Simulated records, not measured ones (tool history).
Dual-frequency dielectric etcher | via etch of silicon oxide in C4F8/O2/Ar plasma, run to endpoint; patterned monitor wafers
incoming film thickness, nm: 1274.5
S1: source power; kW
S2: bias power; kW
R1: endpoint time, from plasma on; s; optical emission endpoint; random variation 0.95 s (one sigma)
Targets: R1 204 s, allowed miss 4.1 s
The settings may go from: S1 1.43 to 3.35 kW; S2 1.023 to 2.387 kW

{"run": 1, "hour": 0.0, "S1": 2.39, "S2": 1.705, "R1": 247.16}
{"run": 2, "hour": 1.0, "S1": 2.39, "S2": 1.399, "R1": 262.61}
{"run": 3, "hour": 9.4, "S1": 2.39, "S2": 1.552, "R1": 256.14}
{"run": 4, "hour": 16.6, "S1": 2.39, "S2": 1.315, "R1": 270.68}
{"run": 5, "hour": 23.8, "S1": 2.39, "S2": 1.592, "R1": 253.36}
{"run": 6, "hour": 29.7, "S1": 2.12, "S2": 1.592, "R1": 266.14}
{"run": 7, "hour": 34.1, "S1": 2.48, "S2": 1.692, "R1": 242.71}
{"run": 8, "hour": 37.7, "S1": 2.48, "S2": 1.692, "R1": 242.83}
{"run": 9, "hour": 41.8, "S1": 2.73, "S2": 1.726, "R1": 229.61}
{"run": 10, "hour": 49.2, "S1": 3.21, "S2": 1.819, "R1": 212.62}
{"run": 11, "hour": 58.2, "S1": 3.26, "S2": 1.851, "R1": 209.62}

Which of these 4 next moves meets every target?
{"run": "A", "hour": 67.2, "S1": 3.35, "S2": 1.901, "R1": "?"}
{"run": "B", "hour": 67.2, "S1": 2.93, "S2": 1.847, "R1": "?"}
{"run": "C", "hour": 67.2, "S1": 3.35, "S2": 2.13, "R1": "?"}
{"run": "D", "hour": 67.2, "S1": 3.11, "S2": 1.918, "R1": "?"}

move=A R1=204.85
move=B R1=219.12
move=C R1=197.07
move=D R1=210.84
A: meets every target
B: further off than the last run
C: takes the result that was furthest off past its target
D: further off than the last run
Move A is the one to make.

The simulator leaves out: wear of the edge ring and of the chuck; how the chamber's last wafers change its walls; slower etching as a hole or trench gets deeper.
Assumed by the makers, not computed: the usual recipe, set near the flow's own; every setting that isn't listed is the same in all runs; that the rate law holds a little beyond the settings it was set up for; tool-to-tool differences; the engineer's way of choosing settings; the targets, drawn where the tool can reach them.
